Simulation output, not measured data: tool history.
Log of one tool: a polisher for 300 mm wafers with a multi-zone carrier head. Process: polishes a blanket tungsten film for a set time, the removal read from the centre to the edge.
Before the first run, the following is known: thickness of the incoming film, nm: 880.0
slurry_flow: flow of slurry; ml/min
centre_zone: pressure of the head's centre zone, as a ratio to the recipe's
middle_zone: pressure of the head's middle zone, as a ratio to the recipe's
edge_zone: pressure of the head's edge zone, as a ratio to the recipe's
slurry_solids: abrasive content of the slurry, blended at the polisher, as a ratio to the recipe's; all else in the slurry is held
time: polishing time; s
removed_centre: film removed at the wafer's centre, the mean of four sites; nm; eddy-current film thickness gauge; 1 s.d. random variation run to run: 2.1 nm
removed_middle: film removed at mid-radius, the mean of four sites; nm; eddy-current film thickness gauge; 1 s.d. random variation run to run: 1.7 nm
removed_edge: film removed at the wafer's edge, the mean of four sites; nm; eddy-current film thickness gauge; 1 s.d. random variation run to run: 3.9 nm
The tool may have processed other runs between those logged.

run	hour	slurry_flow	centre_zone	middle_zone	edge_zone	slurry_solids	time	removed_centre	removed_middle	removed_edge
1	0.0	200	1.00	1.00	1.00	1.00	62	325.94	314.82	329.77
2	1.3	200	1.00	1.00	1.09	1.00	62	321.20	318.06	341.46
3	9.8	200	1.00	1.00	1.09	1.15	62	337.44	326.40	342.48
4	18.2	200	0.98	1.00	1.04	1.10	60	316.29	314.25	329.56
5	20.9	195	0.98	1.01	1.01	1.00	59	299.31	303.57	306.45
6	27.6	195	0.98	1.06	1.01	1.00	59	301.80	315.97	308.16
7	30.7	185	0.97	1.05	0.98	0.95	59	291.67	306.70	308.85
8	36.7	195	0.96	1.04	0.96	0.90	58	285.72	302.21	291.48
9	41.6	190	0.95	1.03	0.94	0.85	58	278.82	291.53	288.45
10	46.4	185	0.94	1.03	0.92	0.85	58	274.67	288.85	277.71

The next listed run, before its measurement:
11	53.8	175	0.93	1.03	0.92	0.85	58	?	?	?

{"run 11": {"removed_centre": 271.09, "removed_middle": 286.79, "removed_edge": 277.05}}
